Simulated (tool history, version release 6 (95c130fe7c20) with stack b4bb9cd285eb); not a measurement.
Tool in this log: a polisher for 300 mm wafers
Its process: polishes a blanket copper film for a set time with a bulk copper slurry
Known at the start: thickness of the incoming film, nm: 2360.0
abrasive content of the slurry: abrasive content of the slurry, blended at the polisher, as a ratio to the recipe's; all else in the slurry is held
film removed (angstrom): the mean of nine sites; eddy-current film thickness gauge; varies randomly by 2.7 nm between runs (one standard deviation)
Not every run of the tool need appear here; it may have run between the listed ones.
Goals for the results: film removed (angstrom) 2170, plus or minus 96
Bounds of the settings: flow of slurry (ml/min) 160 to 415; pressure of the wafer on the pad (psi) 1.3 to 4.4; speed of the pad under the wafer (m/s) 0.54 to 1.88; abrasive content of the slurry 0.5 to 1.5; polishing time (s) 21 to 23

| run | hour | flow of slurry (ml/min) | pressure of the wafer on the pad (psi) | speed of the pad under the wafer (m/s) | abrasive content of the slurry | polishing time (s) | film removed (angstrom) |
|---|---|---|---|---|---|---|---|
| 1 | 0 | 265 | 2.8 | 1.2 | 1 | 23 | 2689.9 |
| 2 | 5.5 | 265 | 2.8 | 1.2 | 1 | 23 | 2710 |
| 3 | 13.3 | 265 | 2.8 | 1.2 | 1.2 | 23 | 2683.3 |
| 4 | 20.8 | 265 | 2.8 | 1.46 | 1.2 | 23 | 3138.6 |
| 5 | 29.1 | 265 | 2.8 | 1.46 | 1.2 | 21 | 2963.6 |
| 6 | 37.7 | 235 | 2.8 | 1.46 | 1.2 | 21 | 2912.3 |
| 7 | 39.2 | 235 | 2.7 | 1.46 | 1.2 | 21 | 2806.6 |
|  | 44.1 | slurry nozzle cleaned |
| 8 | 44.1 | 235 | 2.6 | 1.46 | 1.2 | 21 | 2771.3 |
| 9 | 49.3 | 235 | 2.5 | 1.46 | 1.2 | 21 | 2733.6 |
| 10 | 52.4 | 235 | 2.4 | 1.46 | 1.2 | 21 | 2597.4 |
| 11 | 54 | 235 | 2.3 | 1.46 | 1.2 | 21 | 2418.2 |

5 next moves are on the table. One of them brings every result within its allowed miss. Which?
| A | 55.6 | 225 | 2.1 | 1.76 | 1.15 | 21 | ? |
| B | 55.6 | 190 | 2.1 | 1.48 | 1.3 | 23 | ? |
| C | 55.6 | 215 | 2.4 | 1.62 | 1.25 | 21 | ? |
| D | 55.6 | 210 | 1.9 | 1.42 | 1.2 | 23 | ? |
| E | 55.6 | 245 | 2.2 | 1.44 | 1.2 | 22 | ? |

| move | film removed (angstrom) |
|---|---|
| A | 2590.2 |
| B | 2451.3 |
| C | 2764.4 |
| D | 2144.6 |
| E | 2421.2 |
A: moves away from the targets compared with the last run
B: moves away from the targets compared with the last run
C: moves away from the targets compared with the last run
D: meets every target
E: about as far from the targets as the last run
D is the move that brings every result within its allowed miss.

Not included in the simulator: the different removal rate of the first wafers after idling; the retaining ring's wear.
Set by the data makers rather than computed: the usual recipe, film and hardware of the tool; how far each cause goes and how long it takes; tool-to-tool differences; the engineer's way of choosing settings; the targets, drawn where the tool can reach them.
